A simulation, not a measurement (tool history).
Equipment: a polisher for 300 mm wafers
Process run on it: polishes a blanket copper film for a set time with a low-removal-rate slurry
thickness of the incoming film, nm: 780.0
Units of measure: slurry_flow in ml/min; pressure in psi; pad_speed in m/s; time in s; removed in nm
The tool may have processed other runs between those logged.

{"run": 1, "hour": 0.0, "slurry_flow": 295, "pressure": 2.6, "pad_speed": 1.08, "slurry_solids": 1, "time": 33, "removed": 87.21}
{"run": 2, "hour": 5.9, "slurry_flow": 295, "pressure": 2.4, "pad_speed": 1.06, "slurry_solids": 1, "time": 33, "removed": 79.879}
{"run": 3, "hour": 7.8, "slurry_flow": 295, "pressure": 2.4, "pad_speed": 1.2, "slurry_solids": 1, "time": 33, "removed": 90.016}
{"run": 4, "hour": 9.0, "slurry_flow": 295, "pressure": 2.4, "pad_speed": 1.4, "slurry_solids": 1, "time": 33, "removed": 103.74}
{"run": 5, "hour": 13.0, "slurry_flow": 295, "pressure": 2.2, "pad_speed": 1.34, "slurry_solids": 1, "time": 33, "removed": 93.969}
{"run": 6, "hour": 20.8, "slurry_flow": 295, "pressure": 2.1, "pad_speed": 1.28, "slurry_solids": 1, "time": 33, "removed": 83.477}

Forecast run 7:
{"run": 7, "hour": 28.9, "slurry_flow": 295, "pressure": 2, "pad_speed": 1.24, "slurry_solids": 1, "time": 33, "removed": "?"}

Logged for run 7: removed 77.576 nm.
